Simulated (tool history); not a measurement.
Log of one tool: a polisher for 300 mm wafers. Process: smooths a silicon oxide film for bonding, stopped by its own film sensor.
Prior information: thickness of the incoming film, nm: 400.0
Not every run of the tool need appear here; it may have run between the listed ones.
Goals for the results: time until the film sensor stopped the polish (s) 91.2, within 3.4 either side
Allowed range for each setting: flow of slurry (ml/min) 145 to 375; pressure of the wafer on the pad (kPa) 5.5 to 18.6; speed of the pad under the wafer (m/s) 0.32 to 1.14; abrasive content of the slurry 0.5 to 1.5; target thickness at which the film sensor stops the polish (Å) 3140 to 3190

run	hour	flow of slurry (ml/min)	pressure of the wafer on the pad (kPa)	speed of the pad under the wafer (m/s)	abrasive content of the slurry	target thickness at which the film sensor stops the polish (Å)	time until the film sensor stopped the polish (s)
1	0	240	11.7	0.72	1	3190	165.2
2	0.5	240	13.1	0.72	1	3190	149.15
3	3.4	240	14.5	0.74	1	3190	130.75
4	5.8	240	14.5	0.84	1	3190	123.66
5	11.5	240	14.5	0.66	1	3190	141.06
6	19.4	240	14.5	0.66	1	3190	141.5
7	23.3	240	15.2	0.7	1	3190	131.91
8	28.4	240	15.9	0.74	1	3190	122.55
9	37.2	240	16.5	0.78	1	3190	114.39
10	39.3	240	16.5	0.78	1	3190	115.3
11	47.8	240	17.2	0.82	1	3190	105.1
# hour 51.1: slurry nozzle cleaned
12	51.1	240	17.2	0.84	1	3190	98.897
13	56.3	240	17.9	0.84	1	3190	95.09

5 next moves are on the table. One of them brings every result within its allowed miss. Which?
A	61.5	215	18.6	1	0.7	3170	?
B	61.5	230	18.6	0.7	1.05	3170	?
C	61.5	150	15.2	1.12	1.1	3140	?
D	61.5	240	16.5	0.78	1.1	3170	?
E	61.5	200	18.6	0.88	1.1	3160	?

move	time until the film sensor stopped the polish (s)
A	101.93
B	102
C	100.85
D	104.73
E	89.785
A: its largest miss is bigger than the last run's
B: its largest miss is bigger than the last run's
C: its largest miss is bigger than the last run's
D: its largest miss is bigger than the last run's
E: all results in spec
Move E is the one to make.
